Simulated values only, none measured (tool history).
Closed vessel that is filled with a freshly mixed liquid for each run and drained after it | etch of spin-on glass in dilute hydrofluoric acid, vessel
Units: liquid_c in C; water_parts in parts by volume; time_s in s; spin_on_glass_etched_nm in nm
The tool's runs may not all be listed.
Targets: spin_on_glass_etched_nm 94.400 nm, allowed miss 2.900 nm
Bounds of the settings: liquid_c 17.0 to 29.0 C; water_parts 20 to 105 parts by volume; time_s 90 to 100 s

{"run": 1, "day": 0.0, "liquid_c": 21.0, "water_parts": 55, "time_s": 90, "spin_on_glass_etched_nm": 55.407}
{"run": 2, "day": 0.088, "liquid_c": 22.5, "water_parts": 50, "time_s": 90, "spin_on_glass_etched_nm": 65.476}
{"run": 3, "day": 0.329, "liquid_c": 20.5, "water_parts": 50, "time_s": 90, "spin_on_glass_etched_nm": 59.173}
{"run": 4, "day": 0.383, "liquid_c": 22.5, "water_parts": 50, "time_s": 90, "spin_on_glass_etched_nm": 65.523}
{"run": 5, "day": 0.479, "liquid_c": 22.5, "water_parts": 70, "time_s": 90, "spin_on_glass_etched_nm": 44.518}
{"run": 6, "day": 0.617, "liquid_c": 25.0, "water_parts": 70, "time_s": 90, "spin_on_glass_etched_nm": 50.231}
{"run": 7, "day": 0.833, "liquid_c": 26.0, "water_parts": 65, "time_s": 90, "spin_on_glass_etched_nm": 56.19}
{"run": 8, "day": 0.958, "liquid_c": 26.5, "water_parts": 60, "time_s": 90, "spin_on_glass_etched_nm": 62.903}
{"run": 9, "day": 1.162, "liquid_c": 27.0, "water_parts": 55, "time_s": 90, "spin_on_glass_etched_nm": 70.884}
{"run": 10, "day": 1.258, "liquid_c": 27.5, "water_parts": 50, "time_s": 90, "spin_on_glass_etched_nm": 79.454}
{"run": 11, "day": 1.483, "liquid_c": 28.0, "water_parts": 50, "time_s": 90, "spin_on_glass_etched_nm": 82.032}

4 next moves are on the table. One of them brings every result within its allowed miss. Which?
{"run": "A", "day": 1.708, "liquid_c": 29.0, "water_parts": 45, "time_s": 100, "spin_on_glass_etched_nm": "?"}
{"run": "B", "day": 1.708, "liquid_c": 27.5, "water_parts": 50, "time_s": 100, "spin_on_glass_etched_nm": "?"}
{"run": "C", "day": 1.708, "liquid_c": 27.5, "water_parts": 55, "time_s": 90, "spin_on_glass_etched_nm": "?"}
{"run": "D", "day": 1.708, "liquid_c": 27.5, "water_parts": 45, "time_s": 95, "spin_on_glass_etched_nm": "?"}

move=A spin_on_glass_etched_nm=104.480
move=B spin_on_glass_etched_nm=87.968
move=C spin_on_glass_etched_nm=71.431
move=D spin_on_glass_etched_nm=93.565
A: takes the result that was furthest off past its target
B: nearer than the last run, and not there yet
C: further off than the last run
D: meets every target
The right move is D.

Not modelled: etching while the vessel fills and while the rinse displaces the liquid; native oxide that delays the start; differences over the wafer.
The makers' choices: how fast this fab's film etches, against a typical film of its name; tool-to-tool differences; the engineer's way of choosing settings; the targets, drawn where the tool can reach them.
